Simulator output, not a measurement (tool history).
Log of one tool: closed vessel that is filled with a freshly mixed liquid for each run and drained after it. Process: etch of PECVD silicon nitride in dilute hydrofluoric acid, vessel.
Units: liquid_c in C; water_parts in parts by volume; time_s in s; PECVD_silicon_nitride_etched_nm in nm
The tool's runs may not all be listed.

run,hour,liquid_c,water_parts,time_s,PECVD_silicon_nitride_etched_nm
1,0,24,160,735,12.736
2,7.9,26.5,150,735,16.143
3,12.7,28,145,735,18.031
4,15,28,115,735,23.035
5,21.2,26.5,115,735,20.977
6,27.9,26.5,115,555,15.928
7,32.2,26.5,115,555,15.871
8,36.4,28,110,555,18.222
9,41,29,105,555,20.16
10,42.8,30,100,555,22.703

The next listed run, before its measurement:
11,50.1,30.5,100,555,?

Run 11 gave PECVD_silicon_nitride_etched_nm 23.479 nm.
